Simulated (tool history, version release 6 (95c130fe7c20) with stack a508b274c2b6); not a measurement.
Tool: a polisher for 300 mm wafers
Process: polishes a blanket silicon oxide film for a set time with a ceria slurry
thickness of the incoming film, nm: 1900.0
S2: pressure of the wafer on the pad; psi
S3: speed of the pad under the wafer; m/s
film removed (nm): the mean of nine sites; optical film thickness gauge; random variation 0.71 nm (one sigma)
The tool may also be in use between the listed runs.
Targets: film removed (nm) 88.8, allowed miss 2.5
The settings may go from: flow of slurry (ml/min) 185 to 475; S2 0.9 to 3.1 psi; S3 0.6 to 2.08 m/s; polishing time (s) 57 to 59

run 1 hour=0 | flow_of_slurry_(ml/min)=305 S2=2 S3=1.34 polishing_time_(s)=57 | film_removed_(nm)=214.85
run 2 hour=2.2 | flow_of_slurry_(ml/min)=340 S2=2 S3=1.34 polishing_time_(s)=57 | film_removed_(nm)=220.86
run 3 hour=4.3 | flow_of_slurry_(ml/min)=340 S2=2 S3=1.34 polishing_time_(s)=57 | film_removed_(nm)=220.99
run 4 hour=12.9 | flow_of_slurry_(ml/min)=340 S2=2 S3=1.64 polishing_time_(s)=57 | film_removed_(nm)=266.62
run 5 hour=14.8 | flow_of_slurry_(ml/min)=340 S2=2 S3=1.64 polishing_time_(s)=57 | film_removed_(nm)=265.24
run 6 hour=21.5 | flow_of_slurry_(ml/min)=340 S2=1.6 S3=1.64 polishing_time_(s)=57 | film_removed_(nm)=210.25
run 7 hour=25.9 | flow_of_slurry_(ml/min)=330 S2=1.5 S3=1.54 polishing_time_(s)=57 | film_removed_(nm)=184.84
run 8 hour=33.5 | flow_of_slurry_(ml/min)=320 S2=1.4 S3=1.46 polishing_time_(s)=57 | film_removed_(nm)=166.83
run 9 hour=37.3 | flow_of_slurry_(ml/min)=315 S2=1.3 S3=1.38 polishing_time_(s)=57 | film_removed_(nm)=146.35
run 10 hour=45.9 | flow_of_slurry_(ml/min)=310 S2=1.2 S3=1.32 polishing_time_(s)=57 | film_removed_(nm)=131.38
run 11 hour=50 | flow_of_slurry_(ml/min)=305 S2=1.2 S3=1.28 polishing_time_(s)=57 | film_removed_(nm)=126.44
run 12 hour=56.2 | flow_of_slurry_(ml/min)=295 S2=1.2 S3=1.24 polishing_time_(s)=57 | film_removed_(nm)=123.63
run 13 hour=59.5 | flow_of_slurry_(ml/min)=290 S2=1.2 S3=1.2 polishing_time_(s)=57 | film_removed_(nm)=119.79
run 14 hour=63 | flow_of_slurry_(ml/min)=285 S2=1.2 S3=1.18 polishing_time_(s)=57 | film_removed_(nm)=118.11
run 15 hour=63.9 | flow_of_slurry_(ml/min)=280 S2=0.9 S3=0.96 polishing_time_(s)=57 | film_removed_(nm)=73.144
run 16 hour=72.4 | flow_of_slurry_(ml/min)=275 S2=0.9 S3=0.96 polishing_time_(s)=57 | film_removed_(nm)=73.439

4 next moves are on the table. One of them brings every result within its allowed miss. Which?
run A hour=80.9 | flow_of_slurry_(ml/min)=350 S2=1.2 S3=0.88 polishing_time_(s)=58 | film_removed_(nm)=?
run B hour=80.9 | flow_of_slurry_(ml/min)=315 S2=0.9 S3=0.74 polishing_time_(s)=57 | film_removed_(nm)=?
run C hour=80.9 | flow_of_slurry_(ml/min)=240 S2=1 S3=0.96 polishing_time_(s)=59 | film_removed_(nm)=?
run D hour=80.9 | flow_of_slurry_(ml/min)=285 S2=1.2 S3=0.82 polishing_time_(s)=59 | film_removed_(nm)=?

move=A film_removed_(nm)=93.467
move=B film_removed_(nm)=59.831
move=C film_removed_(nm)=83.01
move=D film_removed_(nm)=87.786
A: takes the result that was furthest off past its target
B: further off than the last run
C: nearer than the last run, and not there yet
D: meets every target
Move D is the one to make.
